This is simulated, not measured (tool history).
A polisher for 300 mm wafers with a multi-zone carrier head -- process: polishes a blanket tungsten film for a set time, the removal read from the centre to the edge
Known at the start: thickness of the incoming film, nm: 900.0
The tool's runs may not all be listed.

run,hour,flow of slurry (ml/min),pressure of the head's centre zone,pressure of the head's middle zone,pressure of the head's edge zone,abrasive content of the slurry,polishing time (s),film removed at the wafer's centre (angstrom),film removed at mid-radius (angstrom),film removed at the wafer's edge (angstrom)
1,0,295,1,1,1,1,55,2738.5,2706.1,2723.7
2,7.4,295,0.96,1,1,1,55,2637.5,2734.5,2707.5
3,10.7,295,0.99,0.98,0.97,1,55,2694.9,2654.5,2707.5
4,17.7,295,0.99,0.98,0.93,1,55,2708.3,2683.7,2683.1
5,19.9,295,0.99,0.92,0.93,1,55,2672.9,2519.6,2645.3
6,23.3,295,0.99,0.88,0.93,1,55,2659.9,2395.1,2640.9

Run 7, settings as shown, results not yet in. Your forecast:
7,26.4,310,1.02,0.9,0.91,0.95,55,?,?,?

{"run 7": {"film removed at the wafer's centre (angstrom)": 2713.6, "film removed at mid-radius (angstrom)": 2450.1, "film removed at the wafer's edge (angstrom)": 2573.8}}
